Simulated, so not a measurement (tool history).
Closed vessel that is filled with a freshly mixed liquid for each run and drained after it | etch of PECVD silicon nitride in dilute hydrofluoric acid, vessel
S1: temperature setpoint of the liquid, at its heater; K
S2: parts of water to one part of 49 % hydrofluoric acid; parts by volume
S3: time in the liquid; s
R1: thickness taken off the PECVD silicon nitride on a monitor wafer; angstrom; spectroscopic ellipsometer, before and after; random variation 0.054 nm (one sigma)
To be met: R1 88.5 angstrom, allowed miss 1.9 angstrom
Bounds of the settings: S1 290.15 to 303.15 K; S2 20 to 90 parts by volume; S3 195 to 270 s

Run 1, day 0: S1 295.15 K, S2 50 parts by volume, S3 270 s. Result: R1 178.54 angstrom.
Run 2, day 0.125: S1 294.65 K, S2 50 parts by volume, S3 270 s. Result: R1 173.02 angstrom.
Run 3, day 0.162: S1 294.15 K, S2 50 parts by volume, S3 270 s. Result: R1 167.23 angstrom.
Run 4, day 0.238: S1 293.65 K, S2 50 parts by volume, S3 270 s. Result: R1 163.23 angstrom.
Run 5, day 0.312: S1 293.65 K, S2 40 parts by volume, S3 270 s. Result: R1 200.74 angstrom.
Run 6, day 0.375: S1 293.15 K, S2 45 parts by volume, S3 270 s. Result: R1 174.82 angstrom.
Run 7, day 0.612: S1 292.65 K, S2 45 parts by volume, S3 270 s. Result: R1 167.57 angstrom.
Run 8, day 0.871: S1 290.15 K, S2 65 parts by volume, S3 265 s. Result: R1 96.919 angstrom.

5 next moves are on the table. One of them brings every result within its allowed miss. Which?
Run A, day 1.129: S1 290.65 K, S2 70 parts by volume, S3 240 s. Result: R1 ?.
Run B, day 1.129: S1 291.15 K, S2 70 parts by volume, S3 255 s. Result: R1 ?.
Run C, day 1.129: S1 290.65 K, S2 70 parts by volume, S3 250 s. Result: R1 ?.
Run D, day 1.129: S1 291.65 K, S2 70 parts by volume, S3 260 s. Result: R1 ?.
Run E, day 1.129: S1 295.15 K, S2 80 parts by volume, S3 245 s. Result: R1 ?.

move      R1
   A  83.852
   B  92.227
   C  87.346
   D   97.33
   E  101.97
A: takes the result that was furthest off past its target
B: nearer than the last run, and not there yet
C: meets every target
D: as far off as the last run
E: further off than the last run
Answer: C

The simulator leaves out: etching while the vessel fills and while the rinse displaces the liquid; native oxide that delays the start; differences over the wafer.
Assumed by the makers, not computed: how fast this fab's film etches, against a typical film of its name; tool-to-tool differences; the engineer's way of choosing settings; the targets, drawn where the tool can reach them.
